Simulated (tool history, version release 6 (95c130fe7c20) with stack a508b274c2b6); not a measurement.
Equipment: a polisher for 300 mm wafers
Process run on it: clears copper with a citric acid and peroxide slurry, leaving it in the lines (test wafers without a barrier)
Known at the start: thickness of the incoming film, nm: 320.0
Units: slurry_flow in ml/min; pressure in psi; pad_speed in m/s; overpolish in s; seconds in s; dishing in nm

run 1 hour=0 | slurry_flow=265 pressure=3.6 pad_speed=1.34 slurry_solids=1 overpolish=28 | seconds=108.16 dishing=44.555
run 2 hour=2.1 | slurry_flow=265 pressure=3.4 pad_speed=1.34 slurry_solids=1 overpolish=31 | seconds=116.36 dishing=45.392
run 3 hour=3.8 | slurry_flow=265 pressure=3.3 pad_speed=1.34 slurry_solids=1 overpolish=33 | seconds=118.74 dishing=46.303
run 4 hour=10.1 | slurry_flow=305 pressure=3.3 pad_speed=1.34 slurry_solids=1 overpolish=33 | seconds=118.55 dishing=46.984
run 5 hour=18.3 | slurry_flow=305 pressure=3.2 pad_speed=1.34 slurry_solids=1 overpolish=35 | seconds=121.23 dishing=48.025
run 6 hour=21.8 | slurry_flow=305 pressure=3.1 pad_speed=1.34 slurry_solids=1 overpolish=36 | seconds=123.58 dishing=49.52

Expected results for the next run?
run 7 hour=27.9 | slurry_flow=305 pressure=3 pad_speed=1.34 slurry_solids=1 overpolish=37 | seconds=? dishing=?

seconds: 124.16 s
dishing: 47.915 nm

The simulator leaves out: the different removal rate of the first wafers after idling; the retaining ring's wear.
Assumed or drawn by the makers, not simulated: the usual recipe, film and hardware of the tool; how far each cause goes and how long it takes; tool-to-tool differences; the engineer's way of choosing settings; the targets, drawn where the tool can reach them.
